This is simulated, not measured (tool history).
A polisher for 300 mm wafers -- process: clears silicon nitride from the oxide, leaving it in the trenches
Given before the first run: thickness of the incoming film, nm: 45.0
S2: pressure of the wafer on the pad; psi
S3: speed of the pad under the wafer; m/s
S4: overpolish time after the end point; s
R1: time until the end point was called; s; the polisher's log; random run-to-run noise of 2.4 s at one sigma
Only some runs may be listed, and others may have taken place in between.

{"run": 1, "day": 0.0, "flow of slurry (ml/min)": 280, "S2": 2.0, "S3": 0.9, "S4": 4, "R1": 77.796}
{"run": 2, "day": 0.158, "flow of slurry (ml/min)": 280, "S2": 2.0, "S3": 0.9, "S4": 4, "R1": 78.134}
{"run": 3, "day": 0.308, "flow of slurry (ml/min)": 280, "S2": 2.2, "S3": 0.9, "S4": 4, "R1": 69.96}
{"run": 4, "day": 0.338, "flow of slurry (ml/min)": 280, "S2": 1.9, "S3": 0.9, "S4": 4, "R1": 80.635}
{"run": 5, "day": 0.621, "flow of slurry (ml/min)": 280, "S2": 2.3, "S3": 0.9, "S4": 4, "R1": 68.055}
{"run": 6, "day": 0.979, "flow of slurry (ml/min)": 280, "S2": 2.5, "S3": 0.9, "S4": 4, "R1": 61.456}
{"run": 7, "day": 1.038, "flow of slurry (ml/min)": 280, "S2": 2.3, "S3": 0.88, "S4": 4, "R1": 68.107}

Run 8 comes next. What will it give?
{"run": 8, "day": 1.271, "flow of slurry (ml/min)": 280, "S2": 2.1, "S3": 0.86, "S4": 4, "R1": "?"}

{"run 8": {"R1": 76.426}}
